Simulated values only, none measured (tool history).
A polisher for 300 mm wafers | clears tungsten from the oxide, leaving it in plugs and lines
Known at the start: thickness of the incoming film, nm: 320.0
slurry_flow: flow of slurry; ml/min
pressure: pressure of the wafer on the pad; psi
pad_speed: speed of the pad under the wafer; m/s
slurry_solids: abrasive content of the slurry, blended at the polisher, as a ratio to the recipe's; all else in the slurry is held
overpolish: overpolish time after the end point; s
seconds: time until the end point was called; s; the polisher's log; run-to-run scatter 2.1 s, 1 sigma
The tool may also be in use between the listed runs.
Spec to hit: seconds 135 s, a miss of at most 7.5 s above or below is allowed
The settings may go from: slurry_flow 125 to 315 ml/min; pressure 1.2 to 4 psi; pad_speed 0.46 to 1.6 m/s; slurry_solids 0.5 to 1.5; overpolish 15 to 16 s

run	hour	slurry_flow	pressure	pad_speed	slurry_solids	overpolish	seconds
1	0	205	2.6	1.02	1	15	91.086
2	8.1	205	2.6	1.12	1	15	83.471
3	11.9	205	2.6	1.12	1	16	82.587
4	18	205	2.2	1.1	1	16	103.12
5	25.1	205	2.2	1.1	1	16	99.33
6	28.2	205	2.6	1.1	1	16	83.883
7	29.3	205	2.3	1.08	1	16	99.379
8	33.1	205	2.1	1.08	1	16	105.83
9	37.3	205	1.9	1.08	1	16	118.45
10	45.1	205	1.9	1.08	1	16	119.44
11	50.7	205	1.8	1.08	1	16	124.13

Below are 5 possible settings for the next run. Only one of them brings all results inside the allowed miss of their targets. Which is it?
A	56.3	265	2	1.02	0.95	15	?
B	56.3	165	1.6	1.04	0.7	16	?
C	56.3	170	1.8	1.02	1	15	?
D	56.3	180	1.8	0.94	0.65	16	?
E	56.3	210	1.4	1.04	1.15	15	?

move	seconds
A	114.64
B	161.71
C	132.97
D	160.24
E	154.47
A: moves away from the targets compared with the last run
B: the result that was furthest off in the last run now lies on the other side of its target
C: every result lands within tolerance
D: the result that was furthest off in the last run now lies on the other side of its target
E: the result that was furthest off in the last run now lies on the other side of its target
So the answer is move C, the one that meets all the targets.

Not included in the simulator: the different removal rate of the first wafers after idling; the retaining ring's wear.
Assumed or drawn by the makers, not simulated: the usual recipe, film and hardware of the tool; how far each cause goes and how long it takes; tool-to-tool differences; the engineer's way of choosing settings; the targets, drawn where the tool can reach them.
